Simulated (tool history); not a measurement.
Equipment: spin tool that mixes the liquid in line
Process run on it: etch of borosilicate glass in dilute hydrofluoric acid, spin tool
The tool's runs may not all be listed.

run,hour,temperature setpoint of the liquid (C),parts of water to one part of 49 % hydrofluoric acid (parts by volume),time under the liquid (s),thickness taken off the borosilicate glass on a monitor wafer (angstrom)
1,0.0,21.0,245,55,36.983
2,5.7,18.5,245,55,33.331
3,13.1,18.5,245,55,33.493
4,19.0,18.5,245,55,33.432
5,20.4,21.5,225,55,41.512
6,26.2,25.0,225,55,47.305
7,28.2,26.0,210,55,53.361
8,32.7,27.0,200,55,58.709
9,34.0,27.5,195,55,61.897
10,41.3,28.0,190,55,64.769
11,44.4,28.0,190,55,64.341

Expected results for the next run?
12,46.4,28.5,190,55,?

Run 12 measured thickness taken off the borosilicate glass on a monitor wafer (angstrom) 66.157.
